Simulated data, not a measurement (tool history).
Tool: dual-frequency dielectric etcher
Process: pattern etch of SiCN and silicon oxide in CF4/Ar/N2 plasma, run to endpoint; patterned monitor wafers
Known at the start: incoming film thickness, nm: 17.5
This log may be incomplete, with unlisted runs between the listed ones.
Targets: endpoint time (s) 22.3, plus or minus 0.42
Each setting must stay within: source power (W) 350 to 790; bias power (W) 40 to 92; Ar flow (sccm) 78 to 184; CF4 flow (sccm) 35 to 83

run,hour,source power (W),bias power (W),Ar flow (sccm),CF4 flow (sccm),endpoint time (s)
1,0,570,66,131,59,18.274
2,9,570,66,121,59,18.112
3,9.7,570,66,121,65,17.857
4,15.3,530,66,121,65,19.022
5,20.7,500,66,121,65,20.073
6,29.2,500,66,121,56,20.552
7,34.3,490,66,121,56,21.015
8,37.4,480,66,121,56,21.413
9,40.5,450,66,121,56,22.907

Next run, 4 choices. One meets every target within its allowed miss, the rest don't. Which?
A,43.6,430,71,130,58,?
B,43.6,430,87,108,35,?
C,43.6,440,68,115,50,?
D,43.6,430,71,110,52,?

move,endpoint time (s)
A,22.991
B,22.193
C,23.174
D,22.998
A: misses by more than the last run did
B: in spec on every target
C: misses by more than the last run did
D: misses by more than the last run did
The move that meets every target is B.
